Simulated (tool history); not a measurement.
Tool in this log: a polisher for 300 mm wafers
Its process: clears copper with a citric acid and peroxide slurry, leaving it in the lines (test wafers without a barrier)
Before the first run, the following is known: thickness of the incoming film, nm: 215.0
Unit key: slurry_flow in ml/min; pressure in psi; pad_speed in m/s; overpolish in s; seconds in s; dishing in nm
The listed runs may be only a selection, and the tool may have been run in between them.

run  hour  slurry_flow  pressure  pad_speed  slurry_solids  overpolish  seconds  dishing
  1   0.0          200       2.3       1.16           1.00          10  108.440  15.8980
  2   3.6          200       2.3       1.16           1.00           7  109.470  12.1930
  3   6.6          200       2.8       1.16           1.00           7   92.541  13.6600
  4   7.9          190       3.0       1.00           0.95           6   96.592  11.7580
  5  15.3          170       3.1       0.88           0.85           5  106.160   8.7949
  6  16.8          155       3.2       0.82           0.75           4  113.320   6.6888
  7  25.1          150       3.3       0.82           0.70           4  113.970   6.7879

Run 8 has not been measured yet. What should we expect?
  8  33.7          140       3.4       0.80           0.65           4        ?        ?

For run 8 the tool returned seconds 114.320 s, dishing 6.6372 nm.
